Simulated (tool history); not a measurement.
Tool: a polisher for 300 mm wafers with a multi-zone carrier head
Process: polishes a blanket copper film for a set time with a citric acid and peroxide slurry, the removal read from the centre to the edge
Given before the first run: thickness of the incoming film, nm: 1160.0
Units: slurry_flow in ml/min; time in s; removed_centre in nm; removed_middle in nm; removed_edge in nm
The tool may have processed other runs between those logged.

| run | hour | slurry_flow | centre_zone | middle_zone | edge_zone | slurry_solids | time | removed_centre | removed_middle | removed_edge |
|---|---|---|---|---|---|---|---|---|---|---|
| 1 | 0.0 | 220 | 1.00 | 1.00 | 1.00 | 1.00 | 88 | 178.76 | 178.43 | 178.48 |
| 2 | 8.0 | 220 | 1.00 | 0.96 | 1.00 | 1.00 | 88 | 178.21 | 176.85 | 177.13 |
| 3 | 12.9 | 220 | 1.00 | 0.96 | 0.95 | 1.00 | 88 | 180.45 | 178.93 | 174.54 |
| 4 | 15.3 | 215 | 0.98 | 0.94 | 0.97 | 0.95 | 85 | 170.71 | 167.39 | 169.59 |
| 5 | 19.4 | 215 | 0.94 | 0.94 | 0.97 | 0.95 | 85 | 160.57 | 167.29 | 169.76 |
| 6 | 20.0 | 210 | 0.93 | 0.92 | 0.98 | 0.90 | 82 | 150.65 | 157.39 | 161.99 |

What does the tool deliver on the next run?
| 7 | 28.5 | 205 | 0.92 | 0.90 | 0.99 | 0.85 | 80 | ? | ? | ? |

Logged for run 7: removed_centre 145.51 nm, removed_middle 149.00 nm, removed_edge 155.41 nm.
